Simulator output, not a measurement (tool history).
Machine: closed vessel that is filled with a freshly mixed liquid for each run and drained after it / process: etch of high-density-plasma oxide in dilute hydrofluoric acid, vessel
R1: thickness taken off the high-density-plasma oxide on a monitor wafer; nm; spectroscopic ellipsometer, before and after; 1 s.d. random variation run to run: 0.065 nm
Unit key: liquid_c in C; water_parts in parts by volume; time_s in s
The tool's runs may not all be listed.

Run 1, hour 0: liquid_c 23 C, water_parts 240 parts by volume, time_s 355 s. Result: R1 8.5327 nm.
Run 2, hour 0.6: liquid_c 23 C, water_parts 240 parts by volume, time_s 355 s. Result: R1 8.7968 nm.
Run 3, hour 6.4: liquid_c 22 C, water_parts 240 parts by volume, time_s 355 s. Result: R1 8.3627 nm.
Run 4, hour 12.3: liquid_c 21 C, water_parts 240 parts by volume, time_s 355 s. Result: R1 8.0378 nm.
Run 5, hour 17.8: liquid_c 21 C, water_parts 240 parts by volume, time_s 385 s. Result: R1 8.834 nm.
Run 6, hour 26.4: liquid_c 20.5 C, water_parts 245 parts by volume, time_s 385 s. Result: R1 8.3699 nm.
Run 7, hour 30.8: liquid_c 20 C, water_parts 245 parts by volume, time_s 385 s. Result: R1 8.1117 nm.
Run 8, hour 32.2: liquid_c 19.5 C, water_parts 245 parts by volume, time_s 385 s. Result: R1 8.1232 nm.
Run 9, hour 33.8: liquid_c 19 C, water_parts 245 parts by volume, time_s 385 s. Result: R1 7.7859 nm.

Run 10 is up next; what results do you expect?
Run 10, hour 41.5: liquid_c 19 C, water_parts 245 parts by volume, time_s 385 s. Result: R1 ?.

Run 10 gave R1 7.8154 nm.

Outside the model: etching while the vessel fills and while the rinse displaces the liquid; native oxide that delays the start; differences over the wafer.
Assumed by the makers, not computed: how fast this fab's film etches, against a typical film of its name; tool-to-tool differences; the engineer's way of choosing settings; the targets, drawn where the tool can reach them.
